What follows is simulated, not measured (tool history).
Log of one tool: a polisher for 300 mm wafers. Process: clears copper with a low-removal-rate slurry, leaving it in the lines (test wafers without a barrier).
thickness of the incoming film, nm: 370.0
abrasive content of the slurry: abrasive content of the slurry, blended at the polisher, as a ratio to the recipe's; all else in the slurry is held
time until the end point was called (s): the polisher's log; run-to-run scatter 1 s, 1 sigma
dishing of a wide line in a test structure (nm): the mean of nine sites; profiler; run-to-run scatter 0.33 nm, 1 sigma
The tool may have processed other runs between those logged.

run  hour  flow of slurry (ml/min)  pressure of the wafer on the pad (psi)  speed of the pad under the wafer (cm/s)  abrasive content of the slurry  overpolish time after the end point (s)  time until the end point was called (s)  dishing of a wide line in a test structure (nm)
  1   0.0                      270                                     3.9                                       98                             1.0                                       14                                   88.464                                           36.225
  2   8.5                      270                                     3.9                                       98                             1.0                                       17                                   88.800                                           42.138
  3  17.1                      270                                     3.7                                       98                             1.0                                       15                                   92.180                                           35.632
  4  18.4                      270                                     3.7                                       80                             1.0                                       15                                  110.910                                           31.112
  5  20.6                      270                                     3.0                                       80                             1.0                                       15                                  132.830                                           27.312
  6  28.8                      270                                     3.1                                       80                             1.0                                       13                                  128.440                                           24.176
  7  30.9                      270                                     3.1                                       80                             1.0                                       11                                  127.740                                           20.948
  8  35.9                      270                                     3.1                                       80                             1.0                                       10                                  128.780                                           19.847
     41.7  -- slurry nozzle cleaned
  9  41.7                      270                                     3.1                                       80                             1.0                                        9                                  129.590                                           17.705

For run 10, what comes out?
 10  48.6                      270                                     3.1                                       80                             1.0                                        8                                        ?                                                ?

Run 10 yielded time until the end point was called (s) 126.790, dishing of a wide line in a test structure (nm) 15.478.
